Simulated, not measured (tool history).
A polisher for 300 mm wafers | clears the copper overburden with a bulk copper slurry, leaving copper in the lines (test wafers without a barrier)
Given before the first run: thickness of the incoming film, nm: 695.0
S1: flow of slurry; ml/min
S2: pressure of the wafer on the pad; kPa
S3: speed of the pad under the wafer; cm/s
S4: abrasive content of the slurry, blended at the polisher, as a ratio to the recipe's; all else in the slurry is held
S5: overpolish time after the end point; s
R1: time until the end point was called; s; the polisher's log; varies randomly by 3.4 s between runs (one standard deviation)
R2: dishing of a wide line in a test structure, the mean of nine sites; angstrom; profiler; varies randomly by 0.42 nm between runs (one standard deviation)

run,hour,S1,S2,S3,S4,S5,R1,R2
1,0.0,315,11.7,110,1.0,14,169.03,373.71
2,6.9,315,10.3,110,1.0,14,190.22,341.27
3,13.4,315,9.7,110,1.0,14,197.74,329.20
4,20.2,315,9.7,110,1.0,11,199.79,272.73
5,23.6,315,9.7,110,1.0,7,200.02,191.78
6,24.6,315,9.7,110,1.0,4,202.67,114.54
7,26.1,315,8.3,114,1.0,7,227.94,169.14
8,29.8,315,7.6,120,1.0,9,229.57,204.69

Expected results for the next run?
9,33.3,315,6.9,124,1.0,10,?,?

Logged for run 9: R1 243.23 s, R2 209.17 angstrom.
